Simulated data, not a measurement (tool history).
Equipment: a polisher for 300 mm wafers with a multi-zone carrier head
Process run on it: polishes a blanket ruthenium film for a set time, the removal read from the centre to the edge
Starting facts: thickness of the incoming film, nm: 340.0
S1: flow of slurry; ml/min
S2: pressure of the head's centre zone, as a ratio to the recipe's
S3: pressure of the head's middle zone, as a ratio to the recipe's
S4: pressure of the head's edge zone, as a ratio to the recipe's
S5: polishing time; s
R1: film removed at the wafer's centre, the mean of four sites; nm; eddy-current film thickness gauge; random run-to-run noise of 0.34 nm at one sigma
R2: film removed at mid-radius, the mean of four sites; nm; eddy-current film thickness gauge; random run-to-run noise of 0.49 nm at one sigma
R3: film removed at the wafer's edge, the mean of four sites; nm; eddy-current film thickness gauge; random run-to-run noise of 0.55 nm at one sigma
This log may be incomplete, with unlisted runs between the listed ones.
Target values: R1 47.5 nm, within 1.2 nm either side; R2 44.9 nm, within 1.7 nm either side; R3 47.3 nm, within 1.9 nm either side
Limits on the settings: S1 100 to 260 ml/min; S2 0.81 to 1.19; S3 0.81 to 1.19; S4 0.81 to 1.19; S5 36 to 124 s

Run 1, day 0: S1 165 ml/min, S2 1, S3 1, S4 1, S5 79 s. Result: R1 79.053 nm, R2 79.175 nm, R3 80.891 nm.
Run 2, day 0.238: S1 160 ml/min, S2 0.99, S3 0.96, S4 0.95, S5 67 s. Result: R1 67.413 nm, R2 65.65 nm, R3 67.149 nm.
Run 3, day 0.55: S1 150 ml/min, S2 0.97, S3 0.92, S4 0.92, S5 60 s. Result: R1 58.422 nm, R2 56.518 nm, R3 58.081 nm.
Run 4, day 0.583: S1 140 ml/min, S2 0.95, S3 0.89, S4 0.89, S5 58 s. Result: R1 54.726 nm, R2 51.987 nm, R3 55.554 nm.
Run 5, day 0.95: S1 160 ml/min, S2 0.95, S3 0.89, S4 0.89, S5 58 s. Result: R1 55.575 nm, R2 52.567 nm, R3 55.413 nm.
Run 6, day 1.058: S1 170 ml/min, S2 0.93, S3 0.88, S4 0.87, S5 55 s. Result: R1 51.529 nm, R2 50.122 nm, R3 53.403 nm.
Run 7, day 1.317: S1 160 ml/min, S2 0.93, S3 0.87, S4 0.85, S5 54 s. Result: R1 50.761 nm, R2 48.565 nm, R3 50.055 nm.
Run 8, day 1.342: S1 115 ml/min, S2 0.9, S3 0.83, S4 0.87, S5 54 s. Result: R1 46.993 nm, R2 45.492 nm, R3 50.423 nm.

Which of these 5 next moves meets every target?
Run A, day 1.367: S1 105 ml/min, S2 0.93, S3 0.96, S4 0.86, S5 52 s. Result: R1 ?, R2 ?, R3 ?.
Run B, day 1.367: S1 130 ml/min, S2 0.86, S3 0.81, S4 0.85, S5 56 s. Result: R1 ?, R2 ?, R3 ?.
Run C, day 1.367: S1 125 ml/min, S2 0.92, S3 0.94, S4 0.81, S5 52 s. Result: R1 ?, R2 ?, R3 ?.
Run D, day 1.367: S1 110 ml/min, S2 0.83, S3 0.81, S4 0.92, S5 58 s. Result: R1 ?, R2 ?, R3 ?.
Run E, day 1.367: S1 135 ml/min, S2 0.95, S3 0.88, S4 0.85, S5 51 s. Result: R1 ?, R2 ?, R3 ?.

move      R1      R2      R3
   A  46.371  49.247  47.839
   B  47.348  47.199  52.206
   C  46.874   49.33  47.204
   D  46.335  47.998  55.378
   E   47.92  46.177   47.64
A: puts the biggest miss on target and leaves a different result outside tolerance
B: misses by more than the last run did
C: puts the biggest miss on target and leaves a different result outside tolerance
D: misses by more than the last run did
E: meets every target
Go with E: it meets all targets.
